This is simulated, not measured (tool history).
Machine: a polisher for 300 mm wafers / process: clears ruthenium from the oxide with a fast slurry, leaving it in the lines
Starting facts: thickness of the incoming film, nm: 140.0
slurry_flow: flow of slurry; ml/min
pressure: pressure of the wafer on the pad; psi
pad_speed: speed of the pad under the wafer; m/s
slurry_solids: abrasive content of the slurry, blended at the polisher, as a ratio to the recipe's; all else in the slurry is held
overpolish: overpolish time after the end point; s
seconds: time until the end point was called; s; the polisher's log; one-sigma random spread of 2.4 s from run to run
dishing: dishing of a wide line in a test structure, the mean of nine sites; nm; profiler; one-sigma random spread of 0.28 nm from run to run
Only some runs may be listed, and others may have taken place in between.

Run 1, hour 0.0: slurry_flow 210 ml/min, pressure 2.7 psi, pad_speed 1.24 m/s, slurry_solids 1.00, overpolish 20 s. Result: seconds 23.832 s, dishing 80.649 nm.
Run 2, hour 2.5: slurry_flow 200 ml/min, pressure 2.5 psi, pad_speed 1.16 m/s, slurry_solids 0.95, overpolish 20 s. Result: seconds 28.086 s, dishing 70.775 nm.
Run 3, hour 6.2: slurry_flow 200 ml/min, pressure 2.5 psi, pad_speed 1.16 m/s, slurry_solids 1.15, overpolish 20 s. Result: seconds 24.515 s, dishing 79.128 nm.
Run 4, hour 15.2: slurry_flow 190 ml/min, pressure 2.4 psi, pad_speed 1.08 m/s, slurry_solids 1.05, overpolish 20 s. Result: seconds 29.585 s, dishing 68.122 nm.
Run 5, hour 18.9: slurry_flow 180 ml/min, pressure 2.3 psi, pad_speed 1.02 m/s, slurry_solids 1.00, overpolish 20 s. Result: seconds 33.519 s, dishing 61.863 nm.
Run 6, hour 25.6: slurry_flow 135 ml/min, pressure 2.3 psi, pad_speed 1.02 m/s, slurry_solids 1.00, overpolish 20 s. Result: seconds 35.999 s, dishing 60.147 nm.

Run 7, settings as shown, results not yet in. Your forecast:
Run 7, hour 32.5: slurry_flow 135 ml/min, pressure 2.2 psi, pad_speed 0.96 m/s, slurry_solids 0.95, overpolish 20 s. Result: seconds ?, dishing ?.

For run 7 the tool returned seconds 39.873 s, dishing 53.728 nm.
